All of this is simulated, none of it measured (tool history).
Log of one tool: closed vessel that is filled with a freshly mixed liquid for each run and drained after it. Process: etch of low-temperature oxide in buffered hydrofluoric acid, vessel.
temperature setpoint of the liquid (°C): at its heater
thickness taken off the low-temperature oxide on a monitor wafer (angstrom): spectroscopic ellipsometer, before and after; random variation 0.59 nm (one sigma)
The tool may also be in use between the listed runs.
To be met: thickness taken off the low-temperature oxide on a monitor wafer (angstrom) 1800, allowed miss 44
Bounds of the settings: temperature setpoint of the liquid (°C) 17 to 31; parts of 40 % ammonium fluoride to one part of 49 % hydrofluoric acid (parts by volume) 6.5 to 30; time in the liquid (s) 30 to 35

| run | day | temperature setpoint of the liquid (°C) | parts of 40 % ammonium fluoride to one part of 49 % hydrofluoric acid (parts by volume) | time in the liquid (s) | thickness taken off the low-temperature oxide on a monitor wafer (angstrom) |
|---|---|---|---|---|---|
| 1 | 0 | 23 | 19.5 | 35 | 1013.2 |
| 2 | 0.117 | 25.5 | 18.5 | 35 | 1222.1 |
| 3 | 0.167 | 25.5 | 21 | 35 | 1096.4 |
| 4 | 0.188 | 23.5 | 21 | 35 | 988.94 |
|  | 0.367 | thermometer replaced |
| 5 | 0.367 | 25 | 21 | 35 | 1132.5 |
| 6 | 0.517 | 22.5 | 21 | 35 | 985.34 |
| 7 | 0.788 | 25 | 18.5 | 35 | 1262.9 |
| 8 | 1.004 | 26.5 | 18.5 | 35 | 1364.9 |
| 9 | 1.367 | 28 | 18.5 | 35 | 1480.8 |
| 10 | 1.446 | 29 | 18.5 | 35 | 1568.9 |

5 next moves are on the table. One of them brings every result within its allowed miss. Which?
| A | 1.525 | 30.5 | 17.5 | 35 | ? |
| B | 1.525 | 30 | 19 | 30 | ? |
| C | 1.525 | 27 | 20.5 | 35 | ? |
| D | 1.525 | 30 | 18 | 35 | ? |
| E | 1.525 | 27.5 | 17.5 | 30 | ? |

| move | thickness taken off the low-temperature oxide on a monitor wafer (angstrom) |
|---|---|
| A | 1797.3 |
| B | 1384.1 |
| C | 1286.8 |
| D | 1702.9 |
| E | 1314.1 |
A: meets every target
B: further off than the last run
C: further off than the last run
D: nearer than the last run, and not there yet
E: further off than the last run
The right move is A.

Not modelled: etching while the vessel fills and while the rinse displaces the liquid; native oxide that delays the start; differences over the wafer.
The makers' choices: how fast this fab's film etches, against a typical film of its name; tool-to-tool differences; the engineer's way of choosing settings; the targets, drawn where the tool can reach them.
